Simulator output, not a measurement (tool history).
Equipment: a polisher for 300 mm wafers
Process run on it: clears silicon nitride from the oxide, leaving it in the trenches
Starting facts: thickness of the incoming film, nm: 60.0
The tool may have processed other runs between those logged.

run	day	flow of slurry (ml/min)	pressure of the wafer on the pad (kPa)	speed of the pad under the wafer (m/s)	overpolish time after the end point (s)	time until the end point was called (s)
1	0	320	13.8	1.24	31	63.889
2	0.042	370	13.8	1.24	31	62.781
3	0.1	370	13.8	1.4	31	55.974
4	0.246	425	13.8	1.4	31	55.475
5	0.3	425	12.4	1.4	31	60.98
6	0.517	425	12.4	1.4	33	61.01
7	0.567	425	11	1.4	33	68.385

What does the tool deliver on the next run?
8	0.858	420	6.9	1.38	33	?

{"run 8": {"time until the end point was called (s)": 109.38}}
